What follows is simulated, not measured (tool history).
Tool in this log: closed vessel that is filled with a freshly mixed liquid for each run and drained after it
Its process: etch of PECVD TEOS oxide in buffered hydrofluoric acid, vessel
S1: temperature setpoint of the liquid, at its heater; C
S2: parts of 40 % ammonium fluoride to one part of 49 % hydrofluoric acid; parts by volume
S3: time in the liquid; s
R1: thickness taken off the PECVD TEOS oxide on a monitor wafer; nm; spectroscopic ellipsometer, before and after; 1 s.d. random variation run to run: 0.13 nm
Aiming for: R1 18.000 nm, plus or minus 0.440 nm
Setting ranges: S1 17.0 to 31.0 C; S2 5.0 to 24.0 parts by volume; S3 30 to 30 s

{"run": 1, "day": 0.0, "S1": 23.0, "S2": 14.5, "S3": 30, "R1": 29.562}
{"run": 2, "day": 0.333, "S1": 21.5, "S2": 15.0, "S3": 30, "R1": 26.078}
{"run": 3, "day": 0.579, "S1": 20.0, "S2": 15.5, "S3": 30, "R1": 23.515}
{"run": 4, "day": 0.796, "S1": 18.5, "S2": 15.5, "S3": 30, "R1": 21.491}
{"run": 5, "day": 0.921, "S1": 22.0, "S2": 15.5, "S3": 30, "R1": 25.913}
{"run": 6, "day": 1.012, "S1": 20.5, "S2": 16.0, "S3": 30, "R1": 23.255}
{"run": 7, "day": 1.354, "S1": 19.5, "S2": 16.5, "S3": 30, "R1": 21.066}
{"run": 8, "day": 1.717, "S1": 19.0, "S2": 16.5, "S3": 30, "R1": 20.666}
{"run": 9, "day": 1.75, "S1": 18.5, "S2": 16.5, "S3": 30, "R1": 20.166}
{"run": 10, "day": 2.05, "S1": 18.0, "S2": 16.5, "S3": 30, "R1": 19.533}
{"run": 11, "day": 2.412, "S1": 17.5, "S2": 16.5, "S3": 30, "R1": 19.096}

4 next moves are on the table. One of them brings every result within its allowed miss. Which?
{"run": "A", "day": 2.775, "S1": 19.5, "S2": 20.5, "S3": 30, "R1": "?"}
{"run": "B", "day": 2.775, "S1": 19.0, "S2": 21.0, "S3": 30, "R1": "?"}
{"run": "C", "day": 2.775, "S1": 18.0, "S2": 18.0, "S3": 30, "R1": "?"}
{"run": "D", "day": 2.775, "S1": 17.0, "S2": 16.0, "S3": 30, "R1": "?"}

move=A R1=17.220
move=B R1=16.465
move=C R1=17.856
move=D R1=18.945
A: carries the result that was furthest off beyond its target, to the other side
B: carries the result that was furthest off beyond its target, to the other side
C: hits every target within its allowed miss
D: nearer the targets than the last run, but a result is still out of spec
The right move is C.
